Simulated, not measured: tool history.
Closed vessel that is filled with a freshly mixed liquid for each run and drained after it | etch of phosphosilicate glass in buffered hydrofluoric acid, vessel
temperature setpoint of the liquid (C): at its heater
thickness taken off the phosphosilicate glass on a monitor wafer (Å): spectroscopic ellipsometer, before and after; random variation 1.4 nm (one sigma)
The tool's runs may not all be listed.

| run | hour | temperature setpoint of the liquid (C) | parts of 40 % ammonium fluoride to one part of 49 % hydrofluoric acid (parts by volume) | time in the liquid (s) | thickness taken off the phosphosilicate glass on a monitor wafer (Å) |
|---|---|---|---|---|---|
| 1 | 0.0 | 20.0 | 16.0 | 85 | 2894.1 |
| 2 | 7.9 | 21.0 | 16.0 | 85 | 3057.9 |
| 3 | 15.3 | 21.0 | 16.0 | 85 | 3040.8 |
| 4 | 23.3 | 24.0 | 16.0 | 85 | 3588.1 |
| 5 | 28.4 | 22.0 | 17.5 | 85 | 2955.5 |
| 6 | 33.1 | 19.0 | 17.5 | 85 | 2558.3 |
| 7 | 38.2 | 18.5 | 19.0 | 85 | 2249.0 |
| 8 | 40.3 | 18.0 | 19.5 | 85 | 2098.5 |

The next listed run, before its measurement:
| 9 | 41.7 | 17.5 | 20.0 | 85 | ? |

Run 9 gave thickness taken off the phosphosilicate glass on a monitor wafer (Å) 2016.0.
